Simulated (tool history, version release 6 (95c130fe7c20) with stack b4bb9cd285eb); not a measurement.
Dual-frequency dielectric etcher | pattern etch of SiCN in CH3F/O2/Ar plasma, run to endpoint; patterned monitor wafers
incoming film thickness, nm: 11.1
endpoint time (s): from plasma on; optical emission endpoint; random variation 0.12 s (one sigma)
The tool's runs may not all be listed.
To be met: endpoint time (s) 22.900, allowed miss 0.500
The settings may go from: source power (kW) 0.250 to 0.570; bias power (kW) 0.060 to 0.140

{"run": 1, "hour": 0.0, "source power (kW)": 0.41, "bias power (kW)": 0.1, "endpoint time (s)": 28.577}
{"run": 2, "hour": 4.5, "source power (kW)": 0.44, "bias power (kW)": 0.106, "endpoint time (s)": 26.83}
{"run": 3, "hour": 7.5, "source power (kW)": 0.47, "bias power (kW)": 0.108, "endpoint time (s)": 25.456}
{"run": 4, "hour": 14.8, "source power (kW)": 0.49, "bias power (kW)": 0.109, "endpoint time (s)": 25.286}
{"run": 5, "hour": 16.7, "source power (kW)": 0.49, "bias power (kW)": 0.092, "endpoint time (s)": 26.816}
{"run": 6, "hour": 22.0, "source power (kW)": 0.49, "bias power (kW)": 0.107, "endpoint time (s)": 25.535}
{"run": 7, "hour": 25.5, "source power (kW)": 0.49, "bias power (kW)": 0.107, "endpoint time (s)": 25.365}
{"run": 8, "hour": 33.3, "source power (kW)": 0.51, "bias power (kW)": 0.109, "endpoint time (s)": 24.849}

Which of these 4 next moves meets every target?
{"run": "A", "hour": 41.1, "source power (kW)": 0.57, "bias power (kW)": 0.117, "endpoint time (s)": "?"}
{"run": "B", "hour": 41.1, "source power (kW)": 0.52, "bias power (kW)": 0.109, "endpoint time (s)": "?"}
{"run": "C", "hour": 41.1, "source power (kW)": 0.42, "bias power (kW)": 0.102, "endpoint time (s)": "?"}
{"run": "D", "hour": 41.1, "source power (kW)": 0.56, "bias power (kW)": 0.11, "endpoint time (s)": "?"}

move=A endpoint_time_(s)=23.051
move=B endpoint_time_(s)=24.656
move=C endpoint_time_(s)=27.818
move=D endpoint_time_(s)=23.795
A: meets every target
B: nearer than the last run, and not there yet
C: further off than the last run
D: nearer than the last run, and not there yet
The right move is A.
